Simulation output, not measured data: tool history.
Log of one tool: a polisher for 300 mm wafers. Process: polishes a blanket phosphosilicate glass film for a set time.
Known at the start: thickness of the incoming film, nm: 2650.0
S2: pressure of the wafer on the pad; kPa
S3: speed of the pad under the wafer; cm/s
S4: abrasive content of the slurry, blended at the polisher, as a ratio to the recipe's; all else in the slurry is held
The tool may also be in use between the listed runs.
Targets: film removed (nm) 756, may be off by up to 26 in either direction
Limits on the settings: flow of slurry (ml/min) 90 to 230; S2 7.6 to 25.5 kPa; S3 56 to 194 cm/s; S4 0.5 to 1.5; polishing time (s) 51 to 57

Run 1, day 0: flow of slurry (ml/min) 150, S2 16.5 kPa, S3 124 cm/s, S4 1, polishing time (s) 57. Result: film removed (nm) 554.51.
Run 2, day 0.15: flow of slurry (ml/min) 125, S2 16.5 kPa, S3 124 cm/s, S4 1, polishing time (s) 57. Result: film removed (nm) 539.81.
Run 3, day 0.371: flow of slurry (ml/min) 125, S2 16.5 kPa, S3 94 cm/s, S4 1, polishing time (s) 57. Result: film removed (nm) 441.15.
Run 4, day 0.688: flow of slurry (ml/min) 130, S2 18.6 kPa, S3 94 cm/s, S4 1, polishing time (s) 57. Result: film removed (nm) 495.15.
Run 5, day 0.933: flow of slurry (ml/min) 140, S2 18.6 kPa, S3 94 cm/s, S4 1, polishing time (s) 57. Result: film removed (nm) 505.16.
Run 6, day 1.279: flow of slurry (ml/min) 140, S2 20.7 kPa, S3 94 cm/s, S4 1, polishing time (s) 57. Result: film removed (nm) 560.49.
Run 7, day 1.388: flow of slurry (ml/min) 145, S2 22.1 kPa, S3 94 cm/s, S4 1, polishing time (s) 57. Result: film removed (nm) 583.37.
Run 8, day 1.579: flow of slurry (ml/min) 145, S2 22.8 kPa, S3 98 cm/s, S4 1, polishing time (s) 57. Result: film removed (nm) 608.35.
Run 9, day 1.662: flow of slurry (ml/min) 150, S2 23.4 kPa, S3 102 cm/s, S4 1, polishing time (s) 57. Result: film removed (nm) 642.07.
Run 10, day 1.788: flow of slurry (ml/min) 150, S2 24.1 kPa, S3 104 cm/s, S4 1, polishing time (s) 57. Result: film removed (nm) 672.53.
Run 11, day 1.904: flow of slurry (ml/min) 150, S2 24.1 kPa, S3 106 cm/s, S4 1, polishing time (s) 57. Result: film removed (nm) 680.07.
At day 2.083: head pressure recalibrated.
Run 12, day 2.083: flow of slurry (ml/min) 150, S2 24.1 kPa, S3 108 cm/s, S4 1, polishing time (s) 57. Result: film removed (nm) 653.9.
Run 13, day 2.196: flow of slurry (ml/min) 150, S2 24.1 kPa, S3 108 cm/s, S4 1, polishing time (s) 57. Result: film removed (nm) 657.02.

Exercise: of the 5 proposed moves below, exactly one satisfies all targets within the stated allowed misses. Which move is it?
Run A, day 2.308: flow of slurry (ml/min) 145, S2 24.1 kPa, S3 92 cm/s, S4 1.05, polishing time (s) 51. Result: film removed (nm) ?.
Run B, day 2.308: flow of slurry (ml/min) 160, S2 25.5 kPa, S3 134 cm/s, S4 0.95, polishing time (s) 51. Result: film removed (nm) ?.
Run C, day 2.308: flow of slurry (ml/min) 155, S2 23.4 kPa, S3 88 cm/s, S4 1.1, polishing time (s) 55. Result: film removed (nm) ?.
Run D, day 2.308: flow of slurry (ml/min) 160, S2 24.8 kPa, S3 138 cm/s, S4 1, polishing time (s) 54. Result: film removed (nm) ?.
Run E, day 2.308: flow of slurry (ml/min) 160, S2 22.1 kPa, S3 108 cm/s, S4 0.9, polishing time (s) 54. Result: film removed (nm) ?.

move  film removed (nm)
   A             543.44
   B              707.4
   C              574.2
   D             764.12
   E             560.23
A: misses by more than the last run did
B: moves toward the targets from the last run without getting all of them in spec
C: misses by more than the last run did
D: every result lands within tolerance
E: misses by more than the last run did
Move D is the one to make.

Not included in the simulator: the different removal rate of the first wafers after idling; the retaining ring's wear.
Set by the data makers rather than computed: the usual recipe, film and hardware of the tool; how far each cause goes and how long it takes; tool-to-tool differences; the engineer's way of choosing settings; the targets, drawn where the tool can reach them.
